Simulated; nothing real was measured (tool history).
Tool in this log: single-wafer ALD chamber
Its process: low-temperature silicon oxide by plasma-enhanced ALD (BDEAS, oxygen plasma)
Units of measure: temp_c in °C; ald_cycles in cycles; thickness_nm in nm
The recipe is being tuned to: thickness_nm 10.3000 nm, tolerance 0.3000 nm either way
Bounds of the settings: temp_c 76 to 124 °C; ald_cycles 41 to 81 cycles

run  hour  temp_c  ald_cycles  thickness_nm
  1   0.0     100          61        8.2237
  2   5.7     100          55        7.4122
  3  10.8      99          57        7.7387
  4  17.2      98          59        7.9756
  5  25.4      98          61        8.2503
  6  28.3      97          63        8.5439
  7  35.3      97          64        8.7442
  8  37.9      96          65        8.9160
  9  46.3      96          65        8.8800

Pick the move, out of 5, that brings all results within their allowed miss; only one does.
  A  54.7      94          79             ?
  B  54.7     101          61             ?
  C  54.7      94          78             ?
  D  54.7      91          75             ?
  E  54.7      88          55             ?

move  thickness_nm
   A       10.9440
   B        8.2733
   C       10.8060
   D       10.4910
   E        7.7669
A: takes the biggest miss from the last run beyond its target
B: moves away from the targets compared with the last run
C: takes the biggest miss from the last run beyond its target
D: every result within its allowed miss
E: moves away from the targets compared with the last run
D meets every target.

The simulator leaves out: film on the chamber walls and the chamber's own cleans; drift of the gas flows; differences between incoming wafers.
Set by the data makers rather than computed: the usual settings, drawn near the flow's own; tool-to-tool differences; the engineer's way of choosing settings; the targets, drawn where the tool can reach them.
